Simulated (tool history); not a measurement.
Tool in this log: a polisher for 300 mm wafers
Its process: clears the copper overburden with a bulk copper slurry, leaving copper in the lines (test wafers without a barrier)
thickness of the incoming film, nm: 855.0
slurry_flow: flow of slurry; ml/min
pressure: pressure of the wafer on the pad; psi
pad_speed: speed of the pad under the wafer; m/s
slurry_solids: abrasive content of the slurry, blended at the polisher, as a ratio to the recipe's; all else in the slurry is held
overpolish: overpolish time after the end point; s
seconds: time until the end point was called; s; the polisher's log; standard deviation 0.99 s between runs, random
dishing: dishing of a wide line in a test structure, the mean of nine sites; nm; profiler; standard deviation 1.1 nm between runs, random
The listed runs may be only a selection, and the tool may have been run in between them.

{"run": 1, "hour": 0.0, "slurry_flow": 280, "pressure": 1.7, "pad_speed": 1.08, "slurry_solids": 1.0, "overpolish": 21, "seconds": 146.16, "dishing": 62.051}
{"run": 2, "hour": 4.6, "slurry_flow": 280, "pressure": 1.7, "pad_speed": 1.08, "slurry_solids": 1.15, "overpolish": 21, "seconds": 142.09, "dishing": 65.597}
{"run": 3, "hour": 6.4, "slurry_flow": 325, "pressure": 1.7, "pad_speed": 1.08, "slurry_solids": 1.15, "overpolish": 21, "seconds": 137.02, "dishing": 64.155}
{"run": 4, "hour": 7.4, "slurry_flow": 330, "pressure": 1.7, "pad_speed": 1.08, "slurry_solids": 1.15, "overpolish": 22, "seconds": 138.21, "dishing": 68.302}
{"run": 5, "hour": 9.5, "slurry_flow": 330, "pressure": 1.9, "pad_speed": 1.08, "slurry_solids": 1.15, "overpolish": 22, "seconds": 124.59, "dishing": 72.604}
{"run": 6, "hour": 15.2, "slurry_flow": 330, "pressure": 1.9, "pad_speed": 1.08, "slurry_solids": 1.15, "overpolish": 31, "seconds": 126.32, "dishing": 88.295}
{"run": 7, "hour": 17.8, "slurry_flow": 335, "pressure": 1.9, "pad_speed": 1.08, "slurry_solids": 1.15, "overpolish": 30, "seconds": 123.69, "dishing": 85.617}
{"run": 8, "hour": 21.5, "slurry_flow": 340, "pressure": 1.9, "pad_speed": 1.08, "slurry_solids": 1.15, "overpolish": 29, "seconds": 122.33, "dishing": 83.739}
{"run": 9, "hour": 27.0, "slurry_flow": 350, "pressure": 1.9, "pad_speed": 1.08, "slurry_solids": 1.15, "overpolish": 29, "seconds": 120.9, "dishing": 82.57}

Run 10 is up next; what results do you expect?
{"run": 10, "hour": 28.4, "slurry_flow": 350, "pressure": 1.9, "pad_speed": 1.08, "slurry_solids": 1.15, "overpolish": 29, "seconds": "?", "dishing": "?"}

{"run 10": {"seconds": 122.89, "dishing": 85.868}}
